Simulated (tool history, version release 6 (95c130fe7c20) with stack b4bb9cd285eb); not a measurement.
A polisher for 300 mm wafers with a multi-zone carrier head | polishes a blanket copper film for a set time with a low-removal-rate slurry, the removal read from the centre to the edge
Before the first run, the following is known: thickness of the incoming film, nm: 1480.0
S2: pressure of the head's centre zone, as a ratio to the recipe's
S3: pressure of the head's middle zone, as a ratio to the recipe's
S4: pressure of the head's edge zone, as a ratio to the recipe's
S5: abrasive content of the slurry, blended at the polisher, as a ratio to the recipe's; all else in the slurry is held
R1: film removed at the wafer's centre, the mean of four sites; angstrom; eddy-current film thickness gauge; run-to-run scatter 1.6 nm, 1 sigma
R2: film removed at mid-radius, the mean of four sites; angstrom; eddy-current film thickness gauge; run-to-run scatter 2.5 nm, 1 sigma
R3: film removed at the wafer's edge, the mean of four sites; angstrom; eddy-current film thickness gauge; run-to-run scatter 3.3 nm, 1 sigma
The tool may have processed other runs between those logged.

run 1 hour=0.0 | flow_of_slurry_(ml/min)=175 S2=1.00 S3=1.00 S4=1.00 S5=1.00 polishing_time_(s)=52 | R1=1479.3 R2=1499.7 R3=1566.6
run 2 hour=6.4 | flow_of_slurry_(ml/min)=175 S2=1.00 S3=1.01 S4=1.03 S5=1.10 polishing_time_(s)=54 | R1=1578.2 R2=1582.6 R3=1683.5
run 3 hour=11.6 | flow_of_slurry_(ml/min)=180 S2=0.99 S3=1.02 S4=1.05 S5=1.20 polishing_time_(s)=56 | R1=1631.7 R2=1634.5 R3=1854.6
run 4 hour=17.3 | flow_of_slurry_(ml/min)=185 S2=0.99 S3=1.05 S4=1.05 S5=1.25 polishing_time_(s)=57 | R1=1706.9 R2=1734.5 R3=1877.2
run 5 hour=24.0 | flow_of_slurry_(ml/min)=185 S2=0.99 S3=1.11 S4=1.05 S5=1.25 polishing_time_(s)=57 | R1=1721.2 R2=1792.0 R3=1879.5
run 6 hour=24.6 | flow_of_slurry_(ml/min)=205 S2=0.99 S3=1.11 S4=1.05 S5=1.25 polishing_time_(s)=57 | R1=1731.2 R2=1862.5 R3=1882.8

What does the tool deliver on the next run?
run 7 hour=33.2 | flow_of_slurry_(ml/min)=210 S2=0.99 S3=1.12 S4=1.07 S5=1.30 polishing_time_(s)=58 | R1=? R2=? R3=?

{"run 7": {"R1": 1769.9, "R2": 1944.2, "R3": 1936.6}}
